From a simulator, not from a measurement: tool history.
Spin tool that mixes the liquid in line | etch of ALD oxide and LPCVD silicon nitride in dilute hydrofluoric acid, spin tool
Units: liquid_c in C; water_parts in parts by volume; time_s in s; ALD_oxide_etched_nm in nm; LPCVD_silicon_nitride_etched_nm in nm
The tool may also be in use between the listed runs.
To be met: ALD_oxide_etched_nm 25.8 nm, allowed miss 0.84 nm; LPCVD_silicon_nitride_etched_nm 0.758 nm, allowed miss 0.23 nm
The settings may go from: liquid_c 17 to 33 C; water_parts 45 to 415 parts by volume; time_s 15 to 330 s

| run | day | liquid_c | water_parts | time_s | ALD_oxide_etched_nm | LPCVD_silicon_nitride_etched_nm |
|---|---|---|---|---|---|---|
| 1 | 0 | 25 | 230 | 170 | 8.45 | 0.31269 |
| 2 | 0.25 | 26.5 | 185 | 170 | 11.774 | 0.42256 |
| 3 | 0.342 | 26.5 | 245 | 170 | 8.2461 | 0.35348 |
| 4 | 0.7 | 25 | 245 | 170 | 7.7917 | 0.27552 |
| 5 | 0.838 | 25 | 205 | 170 | 9.7035 | 0.36052 |
| 6 | 1.112 | 25 | 205 | 200 | 11.643 | 0.41262 |
| 7 | 1.35 | 26 | 175 | 200 | 14.607 | 0.5383 |
| 8 | 1.658 | 27 | 150 | 200 | 18.052 | 0.71542 |
| 9 | 1.888 | 27.5 | 135 | 200 | 20.666 | 0.62651 |
| 10 | 2.242 | 28.5 | 135 | 200 | 21.448 | 0.84828 |
| 11 | 2.412 | 28.5 | 125 | 195 | 23.024 | 0.86937 |
| 12 | 2.667 | 28.5 | 120 | 195 | 23.852 | 0.84571 |

4 next moves are on the table. One of them brings every result within its allowed miss. Which?
| A | 2.921 | 25.5 | 105 | 180 | ? | ? |
| B | 2.921 | 28.5 | 185 | 285 | ? | ? |
| C | 2.921 | 22.5 | 90 | 190 | ? | ? |
| D | 2.921 | 32.5 | 145 | 210 | ? | ? |

| move | ALD_oxide_etched_nm | LPCVD_silicon_nitride_etched_nm |
|---|---|---|
| A | 23.566 | 0.76804 |
| B | 21.453 | 0.83352 |
| C | 26.244 | 0.77443 |
| D | 24.47 | 1.0028 |
A: further off than the last run
B: further off than the last run
C: meets every target
D: nearer than the last run, and not there yet
The right move is C.
